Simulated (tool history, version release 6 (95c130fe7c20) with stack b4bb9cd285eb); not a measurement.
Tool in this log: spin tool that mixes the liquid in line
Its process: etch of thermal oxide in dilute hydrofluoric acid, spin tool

run	day	temperature setpoint of the liquid (C)	parts of water to one part of 49 % hydrofluoric acid (parts by volume)	time under the liquid (s)	thickness taken off the thermal oxide on a monitor wafer (nm)
1	0.000	25.0	85	220	12.074
2	0.312	26.5	80	220	14.004
3	0.629	27.5	75	220	15.387
4	1.004	27.5	75	220	15.379
5	1.162	27.5	90	220	12.480
6	1.404	28.5	80	220	14.722

Expected results for the next run?
7	1.596	29.0	75	220	?

{"run 7": {"thickness taken off the thermal oxide on a monitor wafer (nm)": 16.226}}

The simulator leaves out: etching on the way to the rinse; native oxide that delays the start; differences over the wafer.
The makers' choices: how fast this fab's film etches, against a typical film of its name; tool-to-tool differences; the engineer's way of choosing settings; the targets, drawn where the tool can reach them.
